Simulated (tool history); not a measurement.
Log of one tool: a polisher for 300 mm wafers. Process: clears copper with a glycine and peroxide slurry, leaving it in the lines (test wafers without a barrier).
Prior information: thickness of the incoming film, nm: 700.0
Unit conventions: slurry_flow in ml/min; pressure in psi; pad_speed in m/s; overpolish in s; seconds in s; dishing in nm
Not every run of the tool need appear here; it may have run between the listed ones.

{"run": 1, "day": 0.0, "slurry_flow": 155, "pressure": 2, "pad_speed": 1.06, "overpolish": 13, "seconds": 146.2, "dishing": 45.573}
{"run": 2, "day": 0.067, "slurry_flow": 160, "pressure": 2.4, "pad_speed": 1.1, "overpolish": 12, "seconds": 123.09, "dishing": 48.716}
{"run": 3, "day": 0.154, "slurry_flow": 160, "pressure": 2.4, "pad_speed": 0.92, "overpolish": 12, "seconds": 141.66, "dishing": 42.077}
{"run": 4, "day": 0.525, "slurry_flow": 175, "pressure": 2.4, "pad_speed": 0.92, "overpolish": 12, "seconds": 138.49, "dishing": 43.805}
{"run": 5, "day": 0.571, "slurry_flow": 175, "pressure": 2.7, "pad_speed": 0.92, "overpolish": 12, "seconds": 124.74, "dishing": 46.019}
{"day": 0.679, "done": "slurry nozzle cleaned"}
{"run": 6, "day": 0.679, "slurry_flow": 175, "pressure": 2.7, "pad_speed": 0.92, "overpolish": 18, "seconds": 120.47, "dishing": 67.816}

Run 7 has not been measured yet. What should we expect?
{"run": 7, "day": 0.792, "slurry_flow": 180, "pressure": 2.8, "pad_speed": 1, "overpolish": 15, "seconds": "?", "dishing": "?"}

seconds: 106.95 s
dishing: 66.531 nm
